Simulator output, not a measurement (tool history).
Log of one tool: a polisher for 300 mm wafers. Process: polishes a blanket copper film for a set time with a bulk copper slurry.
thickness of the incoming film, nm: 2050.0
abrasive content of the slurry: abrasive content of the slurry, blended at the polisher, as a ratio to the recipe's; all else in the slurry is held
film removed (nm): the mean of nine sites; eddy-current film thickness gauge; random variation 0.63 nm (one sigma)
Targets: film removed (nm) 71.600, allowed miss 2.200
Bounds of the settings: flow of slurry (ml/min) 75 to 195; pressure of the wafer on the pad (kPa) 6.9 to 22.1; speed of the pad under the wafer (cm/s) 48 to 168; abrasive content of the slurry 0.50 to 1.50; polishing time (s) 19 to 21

run	hour	flow of slurry (ml/min)	pressure of the wafer on the pad (kPa)	speed of the pad under the wafer (cm/s)	abrasive content of the slurry	polishing time (s)	film removed (nm)
1	0.0	125	14.5	108	1.00	21	148.030
2	8.4	125	14.5	126	1.00	21	173.460
3	15.2	145	14.5	126	1.00	21	175.920
4	16.6	145	13.1	120	1.00	21	153.250
5	20.9	145	13.1	120	1.00	19	137.060
6	22.9	145	13.1	120	0.90	19	136.710
7	27.5	145	11.7	116	0.90	19	117.230
8	34.2	145	11.0	114	0.90	19	110.560
9	42.8	145	10.3	112	0.90	19	100.590
10	45.5	145	10.3	112	0.90	19	101.900
11	46.3	145	9.7	110	0.90	19	92.732
12	54.1	145	9.0	110	0.90	19	86.578

5 next moves are on the table. One of them brings every result within its allowed miss. Which?
A	61.9	185	9.0	88	0.60	21	?
B	61.9	125	7.6	92	0.90	19	?
C	61.9	155	9.0	136	0.90	21	?
D	61.9	140	10.3	104	0.95	20	?
E	61.9	160	7.6	128	0.90	21	?

move	film removed (nm)
A	72.089
B	60.945
C	119.130
D	99.524
E	96.816
A: meets every target
B: takes the result that was furthest off past its target
C: further off than the last run
D: further off than the last run
E: further off than the last run
The right move is A.
